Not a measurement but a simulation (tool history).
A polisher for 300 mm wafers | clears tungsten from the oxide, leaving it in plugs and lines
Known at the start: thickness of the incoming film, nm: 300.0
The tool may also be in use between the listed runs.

run,day,flow of slurry (ml/min),pressure of the wafer on the pad (psi),speed of the pad under the wafer (m/s),abrasive content of the slurry,overpolish time after the end point (s),time until the end point was called (s)
1,0,230,4.9,1.24,1,13,43.548
2,0.329,230,5.2,1.24,1,13,41.435
3,0.483,230,5.2,1.24,0.85,13,43.963
4,0.7,270,5.2,1.24,0.85,13,42.8
5,1.033,270,5.2,1.48,0.85,13,36.649
6,1.058,270,5.2,1.48,0.65,13,40.316

Run 7 comes next. What will it give?
7,1.367,270,6.6,1.52,0.65,13,?

Run 7 gave time until the end point was called (s) 31.31.

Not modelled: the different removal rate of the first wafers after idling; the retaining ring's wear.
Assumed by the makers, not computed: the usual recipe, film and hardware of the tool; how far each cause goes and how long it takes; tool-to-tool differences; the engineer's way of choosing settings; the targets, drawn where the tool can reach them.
